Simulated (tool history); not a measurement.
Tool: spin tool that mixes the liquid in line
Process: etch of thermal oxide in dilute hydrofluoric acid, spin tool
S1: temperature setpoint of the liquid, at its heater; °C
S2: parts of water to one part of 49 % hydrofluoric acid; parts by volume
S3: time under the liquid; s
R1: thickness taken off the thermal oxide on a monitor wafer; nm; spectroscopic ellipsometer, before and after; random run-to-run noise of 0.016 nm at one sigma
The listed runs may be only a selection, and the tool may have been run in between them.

Run 1, day 0: S1 25 °C, S2 105 parts by volume, S3 80 s. Result: R1 3.667 nm.
Run 2, day 0.104: S1 25 °C, S2 105 parts by volume, S3 80 s. Result: R1 3.6679 nm.
Run 3, day 0.3: S1 23 °C, S2 115 parts by volume, S3 80 s. Result: R1 3.0865 nm.
Run 4, day 0.65: S1 23 °C, S2 145 parts by volume, S3 80 s. Result: R1 2.3409 nm.
Run 5, day 1: S1 23 °C, S2 145 parts by volume, S3 60 s. Result: R1 1.748 nm.
Run 6, day 1.204: S1 23 °C, S2 120 parts by volume, S3 60 s. Result: R1 2.1347 nm.
Run 7, day 1.479: S1 22.5 °C, S2 120 parts by volume, S3 60 s. Result: R1 2.1349 nm.

Forecast run 8:
Run 8, day 1.525: S1 18.5 °C, S2 125 parts by volume, S3 60 s. Result: R1 ?.

For run 8 the tool returned R1 1.7173 nm.
